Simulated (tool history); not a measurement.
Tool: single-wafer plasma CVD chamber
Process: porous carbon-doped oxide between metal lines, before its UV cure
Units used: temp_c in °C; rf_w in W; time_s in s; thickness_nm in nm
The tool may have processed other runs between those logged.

run  hour  temp_c  rf_w  time_s  thickness_nm
  1     0     275   485    38.7        225.41
  2   3.2     278   475    38.7        217.77
  3   9.6     269   475    38.7        230.12
  4  13.9     269   475    38.7        229.18
     16.7  -- thermocouple changed; heater temperature recalibrated
  5  16.7     259   475    38.7        249.57
  6    22     251   475    38.7        262.06
  7  28.6     263   395    38.7        216.73

What does the tool deliver on the next run?
  8  37.4     266   390    38.7             ?

For run 8 the tool returned thickness_nm 211.96 nm.

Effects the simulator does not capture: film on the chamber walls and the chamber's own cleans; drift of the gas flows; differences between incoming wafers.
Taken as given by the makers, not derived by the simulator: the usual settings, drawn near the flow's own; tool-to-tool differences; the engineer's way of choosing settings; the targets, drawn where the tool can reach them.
